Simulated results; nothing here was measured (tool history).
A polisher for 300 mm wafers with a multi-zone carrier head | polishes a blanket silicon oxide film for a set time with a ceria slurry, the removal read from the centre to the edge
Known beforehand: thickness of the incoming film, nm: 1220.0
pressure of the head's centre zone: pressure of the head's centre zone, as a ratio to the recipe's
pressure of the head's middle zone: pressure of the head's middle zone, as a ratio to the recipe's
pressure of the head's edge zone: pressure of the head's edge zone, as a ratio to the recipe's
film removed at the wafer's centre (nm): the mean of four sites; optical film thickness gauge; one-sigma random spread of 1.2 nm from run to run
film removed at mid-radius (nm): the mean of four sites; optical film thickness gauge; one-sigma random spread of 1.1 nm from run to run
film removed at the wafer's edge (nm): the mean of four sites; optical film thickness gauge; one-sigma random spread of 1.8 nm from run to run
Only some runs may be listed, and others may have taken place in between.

run,hour,flow of slurry (ml/min),pressure of the head's centre zone,pressure of the head's middle zone,pressure of the head's edge zone,polishing time (s),film removed at the wafer's centre (nm),film removed at mid-radius (nm),film removed at the wafer's edge (nm)
1,0,125,1,1,1,34,152.08,151.23,154.51
2,4.9,125,1,1,1,42,191.12,189.75,191.6
3,13.4,125,1,1,1,34,153.27,150.11,154.91
4,16.2,125,1,0.94,1,34,152.78,143.64,154.05
5,17.3,125,1,0.94,1,28,125.78,118.02,124.88
6,21.6,125,1,0.86,1,28,128.28,108.49,127.76
7,28.7,130,1.01,0.89,1.03,29,133.16,118.73,131.92
8,37.5,130,1.02,0.9,1.04,31,142.62,126.79,144.79
9,44.9,165,1.12,1,1.13,32,170.2,150.43,162.35

What does the tool deliver on the next run?
10,50.9,170,1.12,1.01,1.14,32,?,?,?

{"run 10": {"film removed at the wafer's centre (nm)": 170.33, "film removed at mid-radius (nm)": 153.12, "film removed at the wafer's edge (nm)": 163.9}}
